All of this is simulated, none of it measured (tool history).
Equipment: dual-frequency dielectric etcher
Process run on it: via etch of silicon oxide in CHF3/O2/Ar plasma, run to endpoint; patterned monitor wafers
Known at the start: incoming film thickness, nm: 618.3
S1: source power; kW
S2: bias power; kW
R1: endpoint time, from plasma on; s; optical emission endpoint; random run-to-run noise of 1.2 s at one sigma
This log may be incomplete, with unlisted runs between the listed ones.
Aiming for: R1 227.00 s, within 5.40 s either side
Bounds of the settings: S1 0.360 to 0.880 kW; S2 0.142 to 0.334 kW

run,hour,S1,S2,R1
1,0.0,0.620,0.238,272.71
2,4.4,0.620,0.204,293.14
3,12.0,0.660,0.215,275.93
4,17.6,0.560,0.215,300.86
5,18.3,0.560,0.245,286.20
6,19.1,0.610,0.248,269.23
# hour 23.1: source power generator calibrated
7,23.1,0.640,0.250,270.19
8,30.2,0.680,0.257,255.49
9,38.6,0.710,0.259,252.02
10,44.9,0.740,0.262,243.99
11,48.7,0.760,0.263,243.12
12,51.6,0.870,0.283,220.11
13,56.2,0.860,0.282,220.68

Which one of the following 4 next-run settings gets every result inside its allowed miss? There is exactly one.
A,60.8,0.770,0.268,?
B,60.8,0.870,0.297,?
C,60.8,0.780,0.298,?
D,60.8,0.790,0.265,?

move,R1
A,238.05
B,215.57
C,226.68
D,236.19
A: takes the result that was furthest off past its target
B: further off than the last run
C: meets every target
D: takes the result that was furthest off past its target
Correct choice: C, which meets every target
